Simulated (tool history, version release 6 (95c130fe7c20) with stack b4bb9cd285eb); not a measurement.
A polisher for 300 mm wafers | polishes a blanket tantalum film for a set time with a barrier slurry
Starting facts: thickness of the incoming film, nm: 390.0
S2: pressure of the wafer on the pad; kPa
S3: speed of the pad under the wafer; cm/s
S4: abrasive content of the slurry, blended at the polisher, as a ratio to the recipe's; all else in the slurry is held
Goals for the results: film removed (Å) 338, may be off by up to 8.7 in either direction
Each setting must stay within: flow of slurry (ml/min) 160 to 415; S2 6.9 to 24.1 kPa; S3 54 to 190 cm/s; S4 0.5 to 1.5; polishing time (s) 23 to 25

run 1 day=0 | flow_of_slurry_(ml/min)=265 S2=15.2 S3=122 S4=1 polishing_time_(s)=25 | film_removed_(Å)=473.72
run 2 day=0.375 | flow_of_slurry_(ml/min)=260 S2=13.8 S3=122 S4=1 polishing_time_(s)=25 | film_removed_(Å)=427.27
run 3 day=0.488 | flow_of_slurry_(ml/min)=255 S2=13.1 S3=122 S4=1 polishing_time_(s)=25 | film_removed_(Å)=407.25
run 4 day=0.662 | flow_of_slurry_(ml/min)=210 S2=13.1 S3=122 S4=1 polishing_time_(s)=25 | film_removed_(Å)=402.78
run 5 day=0.783 | flow_of_slurry_(ml/min)=210 S2=13.1 S3=148 S4=1 polishing_time_(s)=25 | film_removed_(Å)=462.43
run 6 day=0.929 | flow_of_slurry_(ml/min)=205 S2=11.7 S3=148 S4=1 polishing_time_(s)=25 | film_removed_(Å)=411.33
run 7 day=0.95 | flow_of_slurry_(ml/min)=205 S2=11 S3=148 S4=1 polishing_time_(s)=25 | film_removed_(Å)=388.25
run 8 day=1.096 | flow_of_slurry_(ml/min)=205 S2=10.3 S3=148 S4=1 polishing_time_(s)=25 | film_removed_(Å)=362.6

4 next moves are on the table. One of them brings every result within its allowed miss. Which?
run A day=1.242 | flow_of_slurry_(ml/min)=165 S2=10.3 S3=148 S4=1.15 polishing_time_(s)=25 | film_removed_(Å)=?
run B day=1.242 | flow_of_slurry_(ml/min)=210 S2=9.7 S3=144 S4=1 polishing_time_(s)=25 | film_removed_(Å)=?
run C day=1.242 | flow_of_slurry_(ml/min)=190 S2=9.7 S3=156 S4=1 polishing_time_(s)=23 | film_removed_(Å)=?
run D day=1.242 | flow_of_slurry_(ml/min)=275 S2=11 S3=146 S4=0.75 polishing_time_(s)=25 | film_removed_(Å)=?

move=A film_removed_(Å)=362.03
move=B film_removed_(Å)=333.43
move=C film_removed_(Å)=319.28
move=D film_removed_(Å)=360.87
A: as far off as the last run
B: in spec on every target
C: moves the result that the last run missed by most past its target, out the other side
D: closes in on the targets versus the last run, not all within tolerance yet
Correct choice: B, which meets every target

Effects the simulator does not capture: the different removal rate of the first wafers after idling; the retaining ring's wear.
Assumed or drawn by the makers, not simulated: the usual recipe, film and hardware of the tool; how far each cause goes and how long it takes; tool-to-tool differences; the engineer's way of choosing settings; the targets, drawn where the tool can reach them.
